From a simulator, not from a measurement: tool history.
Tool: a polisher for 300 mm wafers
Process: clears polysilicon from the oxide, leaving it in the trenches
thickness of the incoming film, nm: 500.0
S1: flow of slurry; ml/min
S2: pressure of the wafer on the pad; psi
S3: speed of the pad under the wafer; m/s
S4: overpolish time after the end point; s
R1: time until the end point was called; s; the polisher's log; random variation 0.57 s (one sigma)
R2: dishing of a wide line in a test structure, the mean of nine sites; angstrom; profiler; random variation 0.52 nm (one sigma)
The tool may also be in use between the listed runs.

| run | hour | S1 | S2 | S3 | S4 | R1 | R2 |
|---|---|---|---|---|---|---|---|
| 1 | 0.0 | 210 | 3.4 | 0.92 | 21 | 33.243 | 490.02 |
| 2 | 8.6 | 210 | 2.8 | 0.92 | 21 | 38.294 | 495.45 |
| 3 | 14.7 | 210 | 2.8 | 0.74 | 21 | 46.736 | 483.30 |
| 4 | 18.9 | 210 | 3.3 | 0.74 | 21 | 41.907 | 504.05 |
| 5 | 23.1 | 210 | 3.3 | 0.74 | 28 | 41.662 | 497.01 |
| 6 | 30.9 | 205 | 3.1 | 0.76 | 27 | 42.421 | 492.97 |
| 7 | 34.5 | 195 | 2.9 | 0.78 | 27 | 44.091 | 500.06 |
| 8 | 41.1 | 210 | 2.8 | 0.78 | 26 | 44.962 | 486.63 |
| 9 | 43.6 | 210 | 2.8 | 0.78 | 26 | 44.832 | 498.18 |
| 10 | 45.6 | 200 | 2.7 | 0.78 | 23 | 46.462 | 479.03 |
| 11 | 46.8 | 195 | 2.6 | 0.78 | 23 | 47.819 | 493.55 |

Forecast run 12:
| 12 | 53.7 | 210 | 2.5 | 0.78 | 22 | ? | ? |

R1: 48.475 s
R2: 496.89 angstrom
